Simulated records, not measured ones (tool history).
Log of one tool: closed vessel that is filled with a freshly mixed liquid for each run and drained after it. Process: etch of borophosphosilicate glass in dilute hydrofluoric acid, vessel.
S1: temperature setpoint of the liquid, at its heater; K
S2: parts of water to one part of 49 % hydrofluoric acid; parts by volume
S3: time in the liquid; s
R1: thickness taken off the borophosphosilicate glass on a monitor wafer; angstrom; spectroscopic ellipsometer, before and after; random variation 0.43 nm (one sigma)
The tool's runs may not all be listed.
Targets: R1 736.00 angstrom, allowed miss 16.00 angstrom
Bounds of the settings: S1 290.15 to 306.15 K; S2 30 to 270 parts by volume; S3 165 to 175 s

run,day,S1,S2,S3,R1
1,0.000,298.15,150,165,589.07
2,0.088,298.15,150,165,582.09
3,0.312,298.15,150,165,583.11
4,0.550,295.15,150,165,518.42
5,0.650,293.15,150,165,478.11
6,0.708,293.15,200,165,342.91
7,1.050,295.65,190,165,404.04
8,1.338,297.65,185,165,450.53
9,1.562,299.15,180,165,488.76
10,1.675,300.65,175,165,533.60
11,2.054,301.65,170,165,575.89
12,2.121,301.65,170,165,576.90

5 next moves are on the table. One of them brings every result within its allowed miss. Which?
A,2.188,302.65,145,175,?
B,2.188,303.15,145,175,?
C,2.188,301.65,125,170,?
D,2.188,304.65,160,175,?
E,2.188,300.15,145,175,?

move,R1
A,761.99
B,776.09
C,848.56
D,728.22
E,694.25
A: takes the result that was furthest off past its target
B: takes the result that was furthest off past its target
C: takes the result that was furthest off past its target
D: meets every target
E: nearer than the last run, and not there yet
The right move is D.
